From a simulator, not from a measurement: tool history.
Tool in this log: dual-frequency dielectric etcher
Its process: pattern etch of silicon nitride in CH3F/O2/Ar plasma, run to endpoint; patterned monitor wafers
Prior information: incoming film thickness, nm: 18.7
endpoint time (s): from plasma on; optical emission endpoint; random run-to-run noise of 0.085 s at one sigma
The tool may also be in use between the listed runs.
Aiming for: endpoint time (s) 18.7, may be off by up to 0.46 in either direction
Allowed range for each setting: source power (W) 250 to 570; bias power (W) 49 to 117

run,day,source power (W),bias power (W),endpoint time (s)
1,0,410,83,21.79
2,0.283,450,86,20.723
3,0.396,480,88,19.872
4,0.433,490,89,19.676
5,0.646,500,90,19.368
6,0.958,500,79,20.067
7,1.271,520,80,19.827
# day 1.583: wet clean of the chamber
8,1.583,530,81,20.349

Exactly one of the 5 candidate moves below puts every result within its allowed miss. Which one?
A,1.896,570,99,?
B,1.896,430,67,?
C,1.896,520,75,?
D,1.896,490,64,?
E,1.896,490,66,?

move,endpoint time (s)
A,18.921
B,23.768
C,21.215
D,22.652
E,22.485
A: all results in spec
B: its largest miss is bigger than the last run's
C: its largest miss is bigger than the last run's
D: its largest miss is bigger than the last run's
E: its largest miss is bigger than the last run's
Answer: A
